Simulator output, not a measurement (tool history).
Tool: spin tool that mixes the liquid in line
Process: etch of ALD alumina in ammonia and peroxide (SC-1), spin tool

run	day	temperature setpoint of the liquid (°C)	parts of 29 % ammonia solution to one part of 30 % peroxide (parts by volume)	time under the liquid (s)	thickness taken off the ALD alumina on a monitor wafer (angstrom)
1	0.000	50.0	0.80	25	22.612
2	0.112	54.5	0.80	25	28.677
3	0.358	51.0	0.75	25	23.727
4	0.683	51.0	0.75	20	18.904
5	1.046	51.0	0.90	20	19.430
6	1.200	51.0	0.90	20	19.349
7	1.300	49.0	0.90	20	17.238
8	1.617	47.5	0.90	20	15.899
9	1.958	46.5	0.90	20	15.162
10	1.983	45.5	0.90	20	14.329
11	2.271	40.5	0.90	20	10.553

Forecast run 12:
12	2.533	41.0	0.90	20	?

Run 12 gave thickness taken off the ALD alumina on a monitor wafer (angstrom) 10.898.
